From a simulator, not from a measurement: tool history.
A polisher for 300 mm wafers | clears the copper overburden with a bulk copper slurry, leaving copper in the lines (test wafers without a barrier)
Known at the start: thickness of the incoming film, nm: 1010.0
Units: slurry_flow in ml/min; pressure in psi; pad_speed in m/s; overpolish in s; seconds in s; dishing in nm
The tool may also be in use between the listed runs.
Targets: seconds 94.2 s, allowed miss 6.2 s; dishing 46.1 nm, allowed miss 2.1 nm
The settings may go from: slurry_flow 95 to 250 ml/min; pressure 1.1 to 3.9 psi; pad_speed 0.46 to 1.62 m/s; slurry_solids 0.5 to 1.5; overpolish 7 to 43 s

run	hour	slurry_flow	pressure	pad_speed	slurry_solids	overpolish	seconds	dishing
1	0	160	2.5	1.04	1	22	116.91	65.403
2	4.5	160	2.8	1.04	1	22	104.94	68.97
3	7	160	2.3	1.04	1	22	123.31	63.315
4	12.8	160	2.3	1.2	1	22	109.53	64.197
5	20.8	170	2.1	1.3	1.1	19	105.48	61.102
6	26	170	2.1	1.08	1.1	19	125.24	57.659
7	28.8	180	2	1.18	1.2	16	122.1	53.993
8	31	190	1.9	1.26	1.25	14	117.82	53.678
9	37.5	170	1.8	1.34	1.3	12	115.74	48.169
10	41.2	165	1.9	1.36	1.3	11	116.07	48.487
11	45.3	210	1.4	1.62	1.35	7	118.64	33.16
12	47.8	205	1.5	1.6	1.35	7	112.39	35.419
13	56.3	200	1.6	1.58	1.35	7	106.71	37.377
14	60.9	200	1.6	1.58	1.35	7	107.33	36.451
15	64.8	195	1.7	1.56	1.35	7	103.99	37.941
16	66.6	190	1.8	1.54	1.35	7	101.64	38.182
17	72.4	185	1.9	1.52	1.35	8	96.847	42.877

5 next moves are on the table. One of them brings every result within its allowed miss. Which?
A	78.2	190	2.3	1.54	1.25	9	?	?
B	78.2	220	1.8	1.56	1.5	9	?	?
C	78.2	180	2	1.46	1.4	10	?	?
D	78.2	215	2.1	1.58	1.35	10	?	?
E	78.2	170	1.8	1.62	1.15	7	?	?

move	seconds	dishing
A	81.022	51.967
B	94.557	46.495
C	95.261	49.621
D	83.268	53.377
E	100.17	38.672
A: takes the result that was furthest off past its target
B: meets every target
C: takes the result that was furthest off past its target
D: takes the result that was furthest off past its target
E: further off than the last run
Answer: B
